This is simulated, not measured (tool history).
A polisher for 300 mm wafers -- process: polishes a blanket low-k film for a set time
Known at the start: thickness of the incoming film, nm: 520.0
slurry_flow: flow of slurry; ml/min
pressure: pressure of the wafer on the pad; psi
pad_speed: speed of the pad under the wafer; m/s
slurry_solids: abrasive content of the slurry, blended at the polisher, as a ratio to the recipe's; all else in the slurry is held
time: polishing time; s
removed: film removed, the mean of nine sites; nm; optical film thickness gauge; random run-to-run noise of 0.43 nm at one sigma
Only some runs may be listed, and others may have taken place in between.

Run 1, day 0: slurry_flow 310 ml/min, pressure 1.9 psi, pad_speed 1.1 m/s, slurry_solids 1, time 97 s. Result: removed 45.288 nm.
Run 2, day 0.358: slurry_flow 310 ml/min, pressure 1.8 psi, pad_speed 1.1 m/s, slurry_solids 1, time 97 s. Result: removed 42.506 nm.
Run 3, day 0.554: slurry_flow 310 ml/min, pressure 1.8 psi, pad_speed 1.1 m/s, slurry_solids 1, time 97 s. Result: removed 41.878 nm.
Run 4, day 0.9: slurry_flow 310 ml/min, pressure 1.7 psi, pad_speed 1.1 m/s, slurry_solids 1, time 97 s. Result: removed 40.01 nm.
Run 5, day 1.046: slurry_flow 310 ml/min, pressure 1.7 psi, pad_speed 1.26 m/s, slurry_solids 1, time 97 s. Result: removed 44.339 nm.
Run 6, day 1.208: slurry_flow 260 ml/min, pressure 1.7 psi, pad_speed 1.26 m/s, slurry_solids 1, time 97 s. Result: removed 42.81 nm.

What will run 7 give?
Run 7, day 1.546: slurry_flow 255 ml/min, pressure 1.6 psi, pad_speed 1.26 m/s, slurry_solids 1, time 97 s. Result: removed ?.

removed: 39.783 nm
